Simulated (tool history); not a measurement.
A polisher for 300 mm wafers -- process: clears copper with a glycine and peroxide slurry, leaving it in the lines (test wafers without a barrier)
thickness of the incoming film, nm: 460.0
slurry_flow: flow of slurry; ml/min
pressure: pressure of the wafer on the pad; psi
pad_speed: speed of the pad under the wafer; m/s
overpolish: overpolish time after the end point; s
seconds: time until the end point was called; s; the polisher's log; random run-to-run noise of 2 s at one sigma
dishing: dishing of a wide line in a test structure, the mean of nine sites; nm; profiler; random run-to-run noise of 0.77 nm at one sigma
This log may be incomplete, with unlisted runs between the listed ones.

run	hour	slurry_flow	pressure	pad_speed	overpolish	seconds	dishing
1	0	265	3.1	0.82	20	106.96	45.109
2	1.5	295	3.1	0.82	20	105.85	45.281
3	5.7	265	3.1	0.82	20	105.31	44.6
4	13.5	265	3	0.82	19	106.44	43.056
5	15.7	330	3	0.82	19	105.86	43.463
6	18.9	330	3	0.72	19	115.09	43.072
7	26.4	330	2.9	0.72	18	118.99	39.48

Run 8, settings as shown, results not yet in. Your forecast:
8	32	330	2.3	0.72	12	?	?

{"run 8": {"seconds": 139.57, "dishing": 27.293}}
